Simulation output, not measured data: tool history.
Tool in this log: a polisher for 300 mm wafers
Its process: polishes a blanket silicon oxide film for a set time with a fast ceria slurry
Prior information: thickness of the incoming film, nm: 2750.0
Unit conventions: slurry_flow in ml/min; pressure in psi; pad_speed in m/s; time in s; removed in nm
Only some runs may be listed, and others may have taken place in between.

run 1 hour=0 | slurry_flow=135 pressure=1.7 pad_speed=1.14 time=24 | removed=284.53
run 2 hour=1 | slurry_flow=150 pressure=1.7 pad_speed=1.14 time=24 | removed=292.19
run 3 hour=7.6 | slurry_flow=145 pressure=1.6 pad_speed=1.14 time=24 | removed=278.77
run 4 hour=16 | slurry_flow=140 pressure=1.5 pad_speed=1.14 time=24 | removed=260.05
run 5 hour=19.8 | slurry_flow=135 pressure=1.4 pad_speed=1.14 time=24 | removed=244.95
run 6 hour=23.9 | slurry_flow=130 pressure=1.3 pad_speed=1.14 time=24 | removed=232.78
run 7 hour=29.5 | slurry_flow=130 pressure=1.2 pad_speed=1.14 time=24 | removed=218.8

Estimate the outcome of run 8 from the log above:
run 8 hour=36.4 | slurry_flow=125 pressure=1.2 pad_speed=1.14 time=24 | removed=?

removed: 219.71 nm
